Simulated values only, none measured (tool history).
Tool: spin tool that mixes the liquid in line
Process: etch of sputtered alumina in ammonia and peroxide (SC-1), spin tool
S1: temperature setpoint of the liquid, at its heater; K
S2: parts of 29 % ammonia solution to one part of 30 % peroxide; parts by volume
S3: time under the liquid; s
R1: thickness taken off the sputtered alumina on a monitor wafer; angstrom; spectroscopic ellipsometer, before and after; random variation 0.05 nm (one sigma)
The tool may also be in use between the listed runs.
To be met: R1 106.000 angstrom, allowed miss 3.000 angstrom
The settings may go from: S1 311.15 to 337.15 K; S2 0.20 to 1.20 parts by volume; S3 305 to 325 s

run  hour      S1    S2   S3       R1
  1   0.0  321.15  0.70  305  153.090
  2   7.7  321.15  0.70  305  152.680
  3  10.9  321.15  0.70  325  163.200
  4  12.5  320.15  0.70  325  154.690
  5  16.4  319.65  0.70  325  149.950
  6  22.1  319.15  0.70  325  146.480
  7  26.1  318.65  0.70  325  141.660
  8  32.2  318.15  0.70  325  138.260
  9  39.3  317.65  0.70  325  134.000
 10  43.7  317.15  0.70  325  129.610

5 next moves are on the table. One of them brings every result within its allowed miss. Which?
  A  48.1  315.65  0.50  320   ?
  B  48.1  312.65  0.70  315   ?
  C  48.1  316.15  0.70  305   ?
  D  48.1  315.15  0.60  305   ?
  E  48.1  321.65  0.55  325   ?

move       R1
   A  113.270
   B   96.581
   C  114.760
   D  106.710
   E  163.210
A: nearer than the last run, and not there yet
B: takes the result that was furthest off past its target
C: nearer than the last run, and not there yet
D: meets every target
E: further off than the last run
Answer: D

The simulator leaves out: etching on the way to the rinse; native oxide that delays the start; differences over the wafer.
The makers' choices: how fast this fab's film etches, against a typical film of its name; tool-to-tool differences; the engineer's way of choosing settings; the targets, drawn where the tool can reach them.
